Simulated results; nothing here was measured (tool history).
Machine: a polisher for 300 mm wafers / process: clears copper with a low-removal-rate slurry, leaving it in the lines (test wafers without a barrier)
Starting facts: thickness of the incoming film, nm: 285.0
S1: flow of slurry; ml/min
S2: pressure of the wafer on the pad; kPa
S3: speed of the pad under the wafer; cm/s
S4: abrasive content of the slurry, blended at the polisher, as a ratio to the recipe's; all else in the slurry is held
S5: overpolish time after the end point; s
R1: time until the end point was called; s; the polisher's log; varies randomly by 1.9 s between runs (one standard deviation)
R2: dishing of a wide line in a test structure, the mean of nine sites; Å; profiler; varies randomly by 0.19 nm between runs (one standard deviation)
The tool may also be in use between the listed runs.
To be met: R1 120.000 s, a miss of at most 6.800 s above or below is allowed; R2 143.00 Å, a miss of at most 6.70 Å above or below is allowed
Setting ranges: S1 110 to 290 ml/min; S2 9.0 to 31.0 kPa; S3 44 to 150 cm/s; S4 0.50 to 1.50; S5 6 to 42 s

| run | hour | S1 | S2 | S3 | S4 | S5 | R1 | R2 |
|---|---|---|---|---|---|---|---|---|
| 1 | 0.0 | 185 | 20.0 | 96 | 1.00 | 21 | 117.490 | 323.80 |
| 2 | 0.7 | 185 | 19.3 | 98 | 1.00 | 19 | 119.600 | 294.98 |
| 3 | 9.0 | 220 | 19.3 | 98 | 1.00 | 19 | 119.240 | 306.21 |
| 4 | 9.8 | 220 | 19.3 | 98 | 1.00 | 15 | 116.430 | 247.41 |
| 5 | 11.9 | 220 | 24.1 | 98 | 1.00 | 15 | 96.307 | 307.76 |
| 6 | 16.0 | 205 | 22.8 | 100 | 1.00 | 14 | 101.250 | 280.93 |
| 7 | 24.9 | 190 | 21.4 | 102 | 1.05 | 13 | 103.250 | 242.55 |
| 8 | 28.7 | 190 | 20.7 | 102 | 1.10 | 12 | 105.760 | 229.69 |
| 9 | 36.6 | 190 | 20.0 | 102 | 1.10 | 11 | 111.310 | 203.28 |
| 10 | 39.1 | 190 | 19.3 | 102 | 1.15 | 10 | 109.490 | 183.51 |
| 11 | 45.7 | 190 | 19.3 | 102 | 1.15 | 10 | 111.010 | 183.90 |
| 12 | 47.4 | 190 | 18.6 | 102 | 1.20 | 10 | 114.170 | 182.33 |
| 13 | 49.4 | 205 | 18.6 | 102 | 0.95 | 6 | 118.250 | 108.07 |
| 14 | 57.4 | 165 | 17.9 | 102 | 1.20 | 7 | 124.130 | 126.20 |
| 15 | 58.4 | 170 | 17.9 | 102 | 1.20 | 7 | 119.980 | 125.84 |
| 16 | 59.6 | 175 | 17.9 | 102 | 1.20 | 7 | 123.950 | 125.55 |
| 17 | 66.3 | 180 | 17.9 | 102 | 1.20 | 7 | 117.590 | 121.72 |

Exactly one of the 5 candidate moves below puts every result within its allowed miss. Which one?
| A | 73.0 | 120 | 20.0 | 94 | 1.35 | 9 | ? | ? |
| B | 73.0 | 220 | 17.2 | 110 | 1.15 | 6 | ? | ? |
| C | 73.0 | 175 | 13.8 | 122 | 1.50 | 7 | ? | ? |
| D | 73.0 | 180 | 18.6 | 102 | 1.15 | 8 | ? | ? |
| E | 73.0 | 215 | 17.9 | 102 | 1.10 | 6 | ? | ? |

| move | R1 | R2 |
|---|---|---|
| A | 120.900 | 156.78 |
| B | 116.020 | 111.76 |
| C | 127.120 | 118.05 |
| D | 117.790 | 144.00 |
| E | 120.740 | 107.72 |
A: pushes the last run's worst result past its target
B: misses by more than the last run did
C: misses by more than the last run did
D: hits every target within its allowed miss
E: misses by more than the last run did
Move D is the one to make.
